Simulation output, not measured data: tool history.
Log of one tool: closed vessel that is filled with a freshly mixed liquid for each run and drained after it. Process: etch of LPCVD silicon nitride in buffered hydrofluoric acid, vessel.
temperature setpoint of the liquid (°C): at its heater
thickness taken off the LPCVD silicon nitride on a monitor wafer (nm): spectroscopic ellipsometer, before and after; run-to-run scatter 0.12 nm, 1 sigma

| run | hour | temperature setpoint of the liquid (°C) | parts of 40 % ammonium fluoride to one part of 49 % hydrofluoric acid (parts by volume) | time in the liquid (s) | thickness taken off the LPCVD silicon nitride on a monitor wafer (nm) |
|---|---|---|---|---|---|
| 1 | 0.0 | 21.0 | 7.0 | 640 | 12.6410 |
| 2 | 7.1 | 22.0 | 7.0 | 640 | 13.4480 |
| 3 | 8.9 | 18.5 | 7.0 | 640 | 11.0490 |
| 4 | 11.6 | 18.5 | 7.0 | 640 | 10.9220 |
| 5 | 19.2 | 18.5 | 8.5 | 640 | 8.8243 |
| 6 | 20.8 | 18.5 | 9.5 | 640 | 8.0867 |

For run 7, what comes out?
| 7 | 26.3 | 22.5 | 7.0 | 640 | ? |

thickness taken off the LPCVD silicon nitride on a monitor wafer (nm): 13.7540
